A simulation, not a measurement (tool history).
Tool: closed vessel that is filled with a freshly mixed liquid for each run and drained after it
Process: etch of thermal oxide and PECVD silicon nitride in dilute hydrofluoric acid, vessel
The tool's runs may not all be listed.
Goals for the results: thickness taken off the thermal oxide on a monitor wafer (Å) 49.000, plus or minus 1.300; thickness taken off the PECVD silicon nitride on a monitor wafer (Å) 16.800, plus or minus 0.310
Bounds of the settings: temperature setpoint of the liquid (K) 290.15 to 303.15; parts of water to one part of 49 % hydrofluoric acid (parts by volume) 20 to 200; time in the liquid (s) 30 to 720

run  hour  temperature setpoint of the liquid (K)  parts of water to one part of 49 % hydrofluoric acid (parts by volume)  time in the liquid (s)  thickness taken off the thermal oxide on a monitor wafer (Å)  thickness taken off the PECVD silicon nitride on a monitor wafer (Å)
  1   0.0                                  295.15                                                                     110                     370                                                       149.930                                                                59.987
  2   4.4                                  294.15                                                                     125                     350                                                       115.780                                                                46.828
  3  12.0                                  294.15                                                                     125                     275                                                        91.834                                                                36.493
  4  17.8                                  293.15                                                                     130                     260                                                        80.228                                                                31.219
  5  24.2                                  293.15                                                                     130                     120                                                        37.310                                                                14.323
  6  33.2                                  293.15                                                                     130                     265                                                        81.591                                                                31.681
  7  36.3                                  292.65                                                                     135                     250                                                        72.912                                                                28.075
  8  42.7                                  290.15                                                                     165                     205                                                        42.757                                                                15.949
  9  49.2                                  290.15                                                                     160                     200                                                        42.564                                                                16.151
 10  53.3                                  290.15                                                                     160                     200                                                        42.840                                                                15.893
 11  61.0                                  290.15                                                                     155                     195                                                        42.617                                                                16.049
 12  68.9                                  290.15                                                                     150                     190                                                        43.637                                                                16.050
 13  72.2                                  290.15                                                                     145                     185                                                        44.596                                                                16.362
 14  79.9                                  290.15                                                                     140                     180                                                        44.967                                                                16.333
 15  86.4                                  290.15                                                                     135                     175                                                        45.152                                                                16.623
 16  91.2                                  290.15                                                                     125                     155                                                        44.110                                                                15.783
 17  95.5                                  290.15                                                                     120                     155                                                        46.039                                                                16.373

Pick the move, out of 4, that brings all results within their allowed miss; only one does.
  A  99.8                                  290.15                                                                     140                     175                                                             ?                                                                     ?
  B  99.8                                  290.15                                                                      90                     120                                                             ?                                                                     ?
  C  99.8                                  290.65                                                                     130                     160                                                             ?                                                                     ?
  D  99.8                                  291.15                                                                     125                     145                                                             ?                                                                     ?

move  thickness taken off the thermal oxide on a monitor wafer (Å)  thickness taken off the PECVD silicon nitride on a monitor wafer (Å)
   A                                                        43.440                                                                15.950
   B                                                        48.754                                                                16.768
   C                                                        44.099                                                                16.213
   D                                                        42.645                                                                15.795
A: its largest miss is bigger than the last run's
B: every result lands within tolerance
C: its largest miss is bigger than the last run's
D: its largest miss is bigger than the last run's
Move B is the one to make.
